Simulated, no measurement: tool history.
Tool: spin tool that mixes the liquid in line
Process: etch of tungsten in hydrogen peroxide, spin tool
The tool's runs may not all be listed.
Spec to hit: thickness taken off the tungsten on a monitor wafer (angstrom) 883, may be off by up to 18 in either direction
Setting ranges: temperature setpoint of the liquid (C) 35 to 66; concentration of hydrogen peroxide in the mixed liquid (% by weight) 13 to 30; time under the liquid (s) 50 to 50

run	hour	temperature setpoint of the liquid (C)	concentration of hydrogen peroxide in the mixed liquid (% by weight)	time under the liquid (s)	thickness taken off the tungsten on a monitor wafer (angstrom)
1	0	51	24	50	1146.1
2	5	49.5	24	50	1055.1
3	7.6	48.5	24	50	996.47
4	11.9	48.5	24	50	1002.2
5	20.8	48.5	26	50	1045.5
6	22.1	48.5	26	50	1047.7
7	24.8	47.5	26	50	967.48
# hour 31.3: thermometer replaced
8	31.3	46	26	50	814.04
9	37.2	46.5	26	50	841.6

Next run, 4 choices. One meets every target within its allowed miss, the rest don't. Which?
A	43.1	45.5	27	50	?
B	43.1	46	25.5	50	?
C	43.1	48	23.5	50	?
D	43.1	47	30	50	?

move	thickness taken off the tungsten on a monitor wafer (angstrom)
A	803.82
B	806.08
C	876.45
D	930.67
A: the biggest miss grows against the last run
B: the biggest miss grows against the last run
C: all results land within tolerance of their targets
D: carries the result that was furthest off beyond its target, to the other side
The right move is C.
